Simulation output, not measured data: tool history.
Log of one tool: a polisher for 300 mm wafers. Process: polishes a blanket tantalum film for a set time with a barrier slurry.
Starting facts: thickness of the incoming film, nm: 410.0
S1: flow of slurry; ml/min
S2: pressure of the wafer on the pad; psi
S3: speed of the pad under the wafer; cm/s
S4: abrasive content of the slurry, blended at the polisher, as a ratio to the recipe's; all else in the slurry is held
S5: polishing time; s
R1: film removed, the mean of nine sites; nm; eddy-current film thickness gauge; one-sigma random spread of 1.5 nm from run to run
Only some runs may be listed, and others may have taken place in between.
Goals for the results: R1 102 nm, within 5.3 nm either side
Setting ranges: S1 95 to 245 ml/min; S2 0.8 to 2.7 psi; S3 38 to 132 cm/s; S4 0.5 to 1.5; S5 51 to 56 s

run 1 hour=0 | S1=155 S2=1.7 S3=84 S4=1 S5=56 | R1=64.871
run 2 hour=0.8 | S1=155 S2=1.7 S3=84 S4=1 S5=56 | R1=63.882
run 3 hour=4.6 | S1=155 S2=1.8 S3=84 S4=1 S5=56 | R1=68.882
run 4 hour=7.8 | S1=155 S2=1.9 S3=84 S4=1 S5=56 | R1=69.589
run 5 hour=11.4 | S1=155 S2=2 S3=84 S4=1 S5=56 | R1=75.083
run 6 hour=15.6 | S1=155 S2=2 S3=84 S4=1 S5=51 | R1=69.256
run 7 hour=22.1 | S1=155 S2=2.1 S3=84 S4=1 S5=51 | R1=72.723
run 8 hour=23.7 | S1=160 S2=2.6 S3=88 S4=1 S5=51 | R1=90.738
run 9 hour=27.3 | S1=160 S2=2.7 S3=92 S4=1 S5=51 | R1=95.374

Which one of the following 4 next-run settings gets every result inside its allowed miss? There is exactly one.
run A hour=30.9 | S1=180 S2=2.7 S3=100 S4=1.05 S5=56 | R1=?
run B hour=30.9 | S1=190 S2=2.6 S3=82 S4=1 S5=51 | R1=?
run C hour=30.9 | S1=160 S2=2.4 S3=102 S4=0.9 S5=56 | R1=?
run D hour=30.9 | S1=115 S2=2.3 S3=102 S4=0.95 S5=56 | R1=?

move=A R1=115.8
move=B R1=86.217
move=C R1=99.667
move=D R1=90.783
A: takes the biggest miss from the last run beyond its target
B: its largest miss is bigger than the last run's
C: each result inside its tolerance
D: its largest miss is bigger than the last run's
C meets every target.
